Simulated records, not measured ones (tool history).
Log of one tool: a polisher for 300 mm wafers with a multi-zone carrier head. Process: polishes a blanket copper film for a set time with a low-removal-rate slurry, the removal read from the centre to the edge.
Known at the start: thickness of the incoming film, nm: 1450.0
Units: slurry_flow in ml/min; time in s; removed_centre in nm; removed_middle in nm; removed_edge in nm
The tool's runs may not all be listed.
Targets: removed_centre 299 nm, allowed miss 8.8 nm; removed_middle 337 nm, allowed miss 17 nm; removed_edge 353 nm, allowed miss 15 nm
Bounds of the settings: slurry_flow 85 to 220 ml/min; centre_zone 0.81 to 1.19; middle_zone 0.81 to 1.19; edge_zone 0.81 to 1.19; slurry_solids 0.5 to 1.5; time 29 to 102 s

Run 1, hour 0: slurry_flow 140 ml/min, centre_zone 1, middle_zone 1, edge_zone 1, slurry_solids 1, time 65 s. Result: removed_centre 263.84 nm, removed_middle 266.39 nm, removed_edge 260.5 nm.
Run 2, hour 8.1: slurry_flow 140 ml/min, centre_zone 1.06, middle_zone 1, edge_zone 1, slurry_solids 1, time 65 s. Result: removed_centre 281.33 nm, removed_middle 259.75 nm, removed_edge 257.24 nm.
Run 3, hour 9: slurry_flow 150 ml/min, centre_zone 1.02, middle_zone 1, edge_zone 1.05, slurry_solids 1.15, time 66 s. Result: removed_centre 284.5 nm, removed_middle 273.92 nm, removed_edge 281.38 nm.
Run 4, hour 16.9: slurry_flow 150 ml/min, centre_zone 1.02, middle_zone 1.06, edge_zone 1.05, slurry_solids 1.15, time 66 s. Result: removed_centre 288.62 nm, removed_middle 291.98 nm, removed_edge 277 nm.
Run 5, hour 18.9: slurry_flow 160 ml/min, centre_zone 0.99, middle_zone 1.05, edge_zone 1.08, slurry_solids 1.25, time 67 s. Result: removed_centre 289.72 nm, removed_middle 297.37 nm, removed_edge 291.53 nm.
Run 6, hour 24: slurry_flow 160 ml/min, centre_zone 0.96, middle_zone 1.05, edge_zone 1.11, slurry_solids 1.3, time 69 s. Result: removed_centre 289.89 nm, removed_middle 316.07 nm, removed_edge 310.23 nm.
Run 7, hour 32.1: slurry_flow 165 ml/min, centre_zone 0.95, middle_zone 1.04, edge_zone 1.13, slurry_solids 1.35, time 70 s. Result: removed_centre 298.17 nm, removed_middle 327.54 nm, removed_edge 322.05 nm.
Run 8, hour 32.8: slurry_flow 165 ml/min, centre_zone 0.94, middle_zone 1.02, edge_zone 1.15, slurry_solids 1.4, time 71 s. Result: removed_centre 301.19 nm, removed_middle 324.28 nm, removed_edge 332.37 nm.
Run 9, hour 41.2: slurry_flow 165 ml/min, centre_zone 0.93, middle_zone 1.02, edge_zone 1.16, slurry_solids 1.4, time 72 s. Result: removed_centre 299.83 nm, removed_middle 331.39 nm, removed_edge 339.5 nm.
Run 10, hour 49.6: slurry_flow 165 ml/min, centre_zone 0.92, middle_zone 1.02, edge_zone 1.17, slurry_solids 1.4, time 72 s. Result: removed_centre 293.06 nm, removed_middle 324.99 nm, removed_edge 329.67 nm.

4 next moves are on the table. One of them brings every result within its allowed miss. Which?
Run A, hour 58: slurry_flow 125 ml/min, centre_zone 1.02, middle_zone 1.02, edge_zone 1.18, slurry_solids 1.3, time 71 s. Result: removed_centre ?, removed_middle ?, removed_edge ?.
Run B, hour 58: slurry_flow 155 ml/min, centre_zone 0.89, middle_zone 1.01, edge_zone 1.18, slurry_solids 1.5, time 75 s. Result: removed_centre ?, removed_middle ?, removed_edge ?.
Run C, hour 58: slurry_flow 145 ml/min, centre_zone 0.84, middle_zone 0.88, edge_zone 1.19, slurry_solids 1.5, time 76 s. Result: removed_centre ?, removed_middle ?, removed_edge ?.
Run D, hour 58: slurry_flow 220 ml/min, centre_zone 0.97, middle_zone 1.19, edge_zone 1.06, slurry_solids 1.1, time 64 s. Result: removed_centre ?, removed_middle ?, removed_edge ?.

move  removed_centre  removed_middle  removed_edge
   A          302.71          299.09        314.31
   B          304.64          337.34        352.32
   C          287.69          300.56        355.71
   D           285.5          332.67        280.93
A: further off than the last run
B: meets every target
C: brings the result that was furthest off to its target, and leaves another outside
D: further off than the last run
The right move is B.

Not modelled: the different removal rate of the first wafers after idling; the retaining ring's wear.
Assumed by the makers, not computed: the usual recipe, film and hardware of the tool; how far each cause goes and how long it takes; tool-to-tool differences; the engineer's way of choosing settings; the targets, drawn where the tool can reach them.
